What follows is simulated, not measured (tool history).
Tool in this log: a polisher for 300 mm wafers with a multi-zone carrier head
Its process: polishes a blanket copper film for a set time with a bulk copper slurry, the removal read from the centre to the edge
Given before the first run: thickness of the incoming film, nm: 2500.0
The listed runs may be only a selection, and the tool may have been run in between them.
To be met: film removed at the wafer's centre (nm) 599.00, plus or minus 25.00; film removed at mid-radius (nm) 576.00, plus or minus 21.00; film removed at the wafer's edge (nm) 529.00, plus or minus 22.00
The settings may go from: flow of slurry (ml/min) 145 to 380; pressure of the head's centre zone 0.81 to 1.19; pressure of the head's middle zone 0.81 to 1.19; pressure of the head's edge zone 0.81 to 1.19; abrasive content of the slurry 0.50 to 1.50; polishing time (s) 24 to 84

| run | hour | flow of slurry (ml/min) | pressure of the head's centre zone | pressure of the head's middle zone | pressure of the head's edge zone | abrasive content of the slurry | polishing time (s) | film removed at the wafer's centre (nm) | film removed at mid-radius (nm) | film removed at the wafer's edge (nm) |
|---|---|---|---|---|---|---|---|---|---|---|
| 1 | 0.0 | 245 | 1.00 | 1.00 | 1.00 | 1.00 | 54 | 685.73 | 766.29 | 801.83 |
| 2 | 4.2 | 200 | 1.00 | 1.00 | 1.00 | 1.00 | 54 | 665.89 | 754.92 | 771.12 |
| 3 | 9.4 | 190 | 1.03 | 1.00 | 0.97 | 0.90 | 52 | 652.63 | 713.53 | 720.82 |
| 4 | 15.8 | 145 | 1.03 | 1.00 | 0.97 | 0.90 | 52 | 611.90 | 674.57 | 702.61 |
| 5 | 17.7 | 185 | 1.03 | 1.00 | 0.97 | 0.90 | 52 | 650.85 | 704.80 | 703.89 |
| 6 | 24.2 | 185 | 1.03 | 0.99 | 0.95 | 0.85 | 51 | 621.67 | 674.09 | 692.87 |
| 7 | 27.1 | 185 | 1.06 | 1.00 | 0.94 | 0.80 | 49 | 613.12 | 653.66 | 654.44 |
| 8 | 29.4 | 185 | 1.08 | 1.00 | 0.92 | 0.75 | 48 | 624.48 | 634.24 | 643.31 |
| 9 | 37.0 | 190 | 1.10 | 1.01 | 0.90 | 0.70 | 46 | 590.39 | 619.31 | 590.46 |
| 10 | 45.4 | 190 | 1.12 | 1.01 | 0.89 | 0.65 | 46 | 584.24 | 609.99 | 592.21 |
| 11 | 54.4 | 200 | 1.13 | 1.01 | 0.88 | 0.65 | 45 | 592.55 | 599.63 | 578.89 |
| 12 | 60.1 | 200 | 1.13 | 1.01 | 0.88 | 0.65 | 45 | 594.30 | 594.14 | 586.00 |
| 13 | 63.9 | 205 | 1.14 | 1.02 | 0.87 | 0.65 | 44 | 589.37 | 605.40 | 567.15 |
| 14 | 66.4 | 210 | 1.15 | 1.02 | 0.86 | 0.65 | 44 | 592.06 | 596.35 | 560.86 |
|  | 73.8 | centre zone pressure recalibrated |
| 15 | 73.8 | 210 | 1.15 | 1.02 | 0.86 | 0.65 | 44 | 694.30 | 591.10 | 564.49 |
| 16 | 79.2 | 205 | 1.15 | 1.02 | 0.86 | 0.65 | 44 | 679.51 | 587.07 | 557.55 |
| 17 | 87.6 | 200 | 1.15 | 1.02 | 0.86 | 0.65 | 44 | 670.97 | 574.76 | 570.91 |
| 18 | 88.6 | 205 | 1.15 | 1.02 | 0.86 | 0.65 | 44 | 672.93 | 601.01 | 553.32 |
| 19 | 92.4 | 195 | 1.13 | 1.02 | 0.85 | 0.65 | 43 | 636.33 | 567.41 | 536.27 |

Exercise: of the 5 proposed moves below, exactly one satisfies all targets within the stated allowed misses. Which move is it?
| A | 96.2 | 220 | 1.16 | 1.02 | 0.86 | 0.55 | 43 | ? | ? | ? |
| B | 96.2 | 240 | 1.11 | 1.06 | 0.86 | 0.55 | 41 | ? | ? | ? |
| C | 96.2 | 280 | 1.17 | 0.98 | 0.86 | 0.50 | 43 | ? | ? | ? |
| D | 96.2 | 150 | 1.02 | 1.05 | 0.81 | 0.55 | 48 | ? | ? | ? |
| E | 96.2 | 190 | 1.19 | 1.03 | 0.89 | 0.65 | 43 | ? | ? | ? |

| move | film removed at the wafer's centre (nm) | film removed at mid-radius (nm) | film removed at the wafer's edge (nm) |
|---|---|---|---|
| A | 650.15 | 573.47 | 553.22 |
| B | 600.60 | 569.67 | 531.67 |
| C | 670.06 | 566.74 | 559.88 |
| D | 594.24 | 615.03 | 575.49 |
| E | 664.01 | 576.36 | 562.92 |
A: lands further from the targets than the last run did
B: meets every target
C: lands further from the targets than the last run did
D: brings the last run's worst result on target, with another outside its allowed miss
E: lands further from the targets than the last run did
The move that meets every target is B.

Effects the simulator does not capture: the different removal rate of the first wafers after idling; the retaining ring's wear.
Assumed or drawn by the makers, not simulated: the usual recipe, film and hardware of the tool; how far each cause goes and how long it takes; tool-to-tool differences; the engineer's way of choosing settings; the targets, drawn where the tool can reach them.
